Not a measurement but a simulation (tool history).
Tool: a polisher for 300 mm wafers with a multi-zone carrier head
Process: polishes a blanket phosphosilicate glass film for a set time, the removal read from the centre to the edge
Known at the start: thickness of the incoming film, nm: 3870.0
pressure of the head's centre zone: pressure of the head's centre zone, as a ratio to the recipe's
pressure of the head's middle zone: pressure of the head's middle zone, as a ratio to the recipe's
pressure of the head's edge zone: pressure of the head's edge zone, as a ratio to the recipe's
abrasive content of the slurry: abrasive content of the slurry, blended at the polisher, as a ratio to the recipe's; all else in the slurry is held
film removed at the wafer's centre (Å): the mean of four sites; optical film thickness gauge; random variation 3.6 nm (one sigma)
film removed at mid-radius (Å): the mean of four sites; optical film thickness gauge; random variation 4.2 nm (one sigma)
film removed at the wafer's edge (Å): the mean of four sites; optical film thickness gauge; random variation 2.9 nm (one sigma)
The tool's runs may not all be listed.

run    day  flow of slurry (ml/min)  pressure of the head's centre zone  pressure of the head's middle zone  pressure of the head's edge zone  abrasive content of the slurry  polishing time (s)  film removed at the wafer's centre (Å)  film removed at mid-radius (Å)  film removed at the wafer's edge (Å)
  1      0                      155                                   1                                   1                                 1                               1                  65                                    2852                          2840.6                                2885.1
  2  0.246                      165                                0.99                                1.02                              1.02                               1                  65                                  2762.4                          2910.9                                2912.3
  3  0.429                      165                                0.99                                0.96                              1.02                               1                  65                                  2790.2                          2749.7                                2964.1
  4  0.604                      165                                0.99                                0.96                              1.06                               1                  65                                  2835.1                          2737.5                                3045.3
  5  0.754                      165                                0.99                                0.96                              1.01                               1                  65                                  2862.6                          2738.9                                  2956
  6  0.912                      195                                0.99                                0.96                              1.01                               1                  65                                  2801.3                          2818.4                                2998.1
  7  1.042                      200                                0.99                                0.98                              1.03                            1.05                  65                                  2966.8                          2891.5                                3118.1
  8  1.154                      200                                0.98                                1.01                              1.04                            1.05                  65                                  2981.7                          3076.3                                  3135

The next listed run, before its measurement:
  9  1.408                      205                                0.97                                1.02                              1.05                            1.05                  65                                       ?                               ?                                     ?

Run 9 gave film removed at the wafer's centre (Å) 2900.1, film removed at mid-radius (Å) 3018.6, film removed at the wafer's edge (Å) 3060.9.

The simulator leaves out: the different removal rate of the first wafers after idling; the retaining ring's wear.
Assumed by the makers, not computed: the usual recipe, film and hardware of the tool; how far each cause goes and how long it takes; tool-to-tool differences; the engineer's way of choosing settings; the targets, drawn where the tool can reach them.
